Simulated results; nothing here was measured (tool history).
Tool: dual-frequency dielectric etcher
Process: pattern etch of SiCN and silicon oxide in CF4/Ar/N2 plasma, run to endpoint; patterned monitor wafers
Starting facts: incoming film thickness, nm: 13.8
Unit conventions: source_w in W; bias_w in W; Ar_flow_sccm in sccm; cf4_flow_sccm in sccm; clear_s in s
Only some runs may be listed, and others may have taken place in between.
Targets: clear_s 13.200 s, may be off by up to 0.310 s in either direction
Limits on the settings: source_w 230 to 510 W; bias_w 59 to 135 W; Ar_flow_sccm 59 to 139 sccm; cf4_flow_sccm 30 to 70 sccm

| run | hour | source_w | bias_w | Ar_flow_sccm | cf4_flow_sccm | clear_s |
|---|---|---|---|---|---|---|
| 1 | 0.0 | 370 | 97 | 99 | 50 | 16.562 |
| 2 | 1.4 | 380 | 97 | 99 | 50 | 16.133 |
| 3 | 6.5 | 380 | 97 | 99 | 58 | 15.869 |
| 4 | 7.1 | 380 | 97 | 110 | 58 | 16.181 |
| 5 | 13.7 | 380 | 110 | 110 | 58 | 15.363 |
| 6 | 14.2 | 380 | 110 | 98 | 58 | 15.333 |
| 7 | 16.3 | 390 | 110 | 98 | 58 | 15.076 |
| 8 | 24.4 | 400 | 110 | 98 | 58 | 14.615 |
| 9 | 31.4 | 410 | 110 | 98 | 58 | 14.218 |
| 10 | 38.4 | 430 | 111 | 98 | 58 | 13.766 |

Which one of the following 4 next-run settings gets every result inside its allowed miss? There is exactly one.
| A | 45.4 | 490 | 101 | 104 | 66 | ? |
| B | 45.4 | 470 | 90 | 90 | 70 | ? |
| C | 45.4 | 380 | 117 | 87 | 59 | ? |
| D | 45.4 | 410 | 113 | 93 | 58 | ? |

| move | clear_s |
|---|---|
| A | 12.768 |
| B | 13.380 |
| C | 14.739 |
| D | 14.197 |
A: takes the result that was furthest off past its target
B: every result within its allowed miss
C: further off than the last run
D: further off than the last run
B meets every target.

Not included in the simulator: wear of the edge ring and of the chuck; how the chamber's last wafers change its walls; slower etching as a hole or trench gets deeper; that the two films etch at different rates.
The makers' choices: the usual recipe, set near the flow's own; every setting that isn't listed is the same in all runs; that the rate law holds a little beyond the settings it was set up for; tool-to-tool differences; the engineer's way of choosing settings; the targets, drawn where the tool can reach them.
